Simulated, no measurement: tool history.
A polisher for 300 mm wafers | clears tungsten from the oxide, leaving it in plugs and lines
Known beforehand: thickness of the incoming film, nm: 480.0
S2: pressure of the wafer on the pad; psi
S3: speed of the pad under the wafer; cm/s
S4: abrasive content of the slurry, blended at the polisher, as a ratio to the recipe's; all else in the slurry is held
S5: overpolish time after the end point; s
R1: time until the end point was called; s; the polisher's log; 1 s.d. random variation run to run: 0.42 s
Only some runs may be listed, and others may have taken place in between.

run 1 day=0 | flow_of_slurry_(ml/min)=135 S2=3.9 S3=138 S4=1 S5=12 | R1=65.822
run 2 day=0.1 | flow_of_slurry_(ml/min)=140 S2=4.4 S3=138 S4=1 S5=12 | R1=57.269
run 3 day=0.354 | flow_of_slurry_(ml/min)=140 S2=4.4 S3=156 S4=1 S5=12 | R1=52.106
run 4 day=0.388 | flow_of_slurry_(ml/min)=140 S2=4.4 S3=156 S4=0.9 S5=12 | R1=53.686
run 5 day=0.671 | flow_of_slurry_(ml/min)=145 S2=4.7 S3=156 S4=0.9 S5=12 | R1=48.986
run 6 day=0.742 | flow_of_slurry_(ml/min)=145 S2=4.7 S3=128 S4=0.9 S5=12 | R1=59.075
run 7 day=0.958 | flow_of_slurry_(ml/min)=145 S2=5.1 S3=130 S4=0.9 S5=12 | R1=53.518

Expected results for the next run?
run 8 day=1.246 | flow_of_slurry_(ml/min)=150 S2=5.4 S3=134 S4=0.9 S5=12 | R1=?

Logged for run 8: R1 50.356 s.
